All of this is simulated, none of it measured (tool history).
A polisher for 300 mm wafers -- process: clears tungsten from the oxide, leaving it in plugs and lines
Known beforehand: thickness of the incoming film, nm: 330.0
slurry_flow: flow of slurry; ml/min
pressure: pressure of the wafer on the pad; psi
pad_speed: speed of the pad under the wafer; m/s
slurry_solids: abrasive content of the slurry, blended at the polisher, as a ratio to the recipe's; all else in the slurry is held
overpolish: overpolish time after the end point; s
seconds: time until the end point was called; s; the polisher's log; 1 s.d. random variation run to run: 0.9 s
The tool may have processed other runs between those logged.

run,hour,slurry_flow,pressure,pad_speed,slurry_solids,overpolish,seconds
1,0.0,140,4.0,1.02,1.0,9,74.564
2,7.9,135,3.8,1.02,1.0,9,78.274
3,10.8,135,3.8,1.02,0.8,9,82.467
4,12.9,135,3.8,1.18,0.8,9,73.108
5,16.6,130,3.5,1.18,0.8,9,78.732
6,23.3,130,3.5,1.18,0.9,9,77.806
7,31.4,125,3.3,1.18,0.9,9,82.709
8,37.1,120,3.1,1.18,0.9,9,87.192
9,45.0,115,3.0,1.18,0.9,9,92.176
10,47.5,110,2.9,1.18,0.9,9,94.118
11,50.3,105,2.8,1.18,0.9,9,98.844
12,58.7,100,2.7,1.18,0.9,9,101.620

The next listed run, before its measurement:
13,64.4,95,2.3,1.18,0.9,9,?

Run 13 gave seconds 121.040 s.

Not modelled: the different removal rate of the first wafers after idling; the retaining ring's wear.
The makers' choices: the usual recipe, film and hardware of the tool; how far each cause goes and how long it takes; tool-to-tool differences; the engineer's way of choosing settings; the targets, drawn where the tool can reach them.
